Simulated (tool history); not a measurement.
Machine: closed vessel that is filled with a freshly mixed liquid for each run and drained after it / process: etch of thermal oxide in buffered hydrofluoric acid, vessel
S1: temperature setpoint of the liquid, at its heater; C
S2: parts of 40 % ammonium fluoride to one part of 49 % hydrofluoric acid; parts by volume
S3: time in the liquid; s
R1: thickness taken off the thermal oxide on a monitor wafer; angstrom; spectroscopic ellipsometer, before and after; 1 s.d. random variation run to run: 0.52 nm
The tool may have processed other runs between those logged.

{"run": 1, "hour": 0.0, "S1": 21.0, "S2": 22.0, "S3": 135, "R1": 568.21}
{"run": 2, "hour": 9.0, "S1": 21.0, "S2": 25.5, "S3": 135, "R1": 517.62}
{"run": 3, "hour": 15.8, "S1": 23.5, "S2": 23.0, "S3": 135, "R1": 634.71}
{"run": 4, "hour": 17.9, "S1": 25.5, "S2": 21.0, "S3": 135, "R1": 757.18}
{"run": 5, "hour": 22.2, "S1": 28.0, "S2": 21.0, "S3": 135, "R1": 873.31}
{"run": 6, "hour": 30.7, "S1": 28.0, "S2": 21.0, "S3": 140, "R1": 897.33}
{"run": 7, "hour": 36.5, "S1": 28.5, "S2": 20.5, "S3": 140, "R1": 945.13}

What will run 8 give?
{"hour": 44.5, "done": "hydrofluoric acid flow meter replaced"}
{"run": 8, "hour": 44.5, "S1": 29.0, "S2": 19.0, "S3": 140, "R1": "?"}

{"run 8": {"R1": 1073.0}}
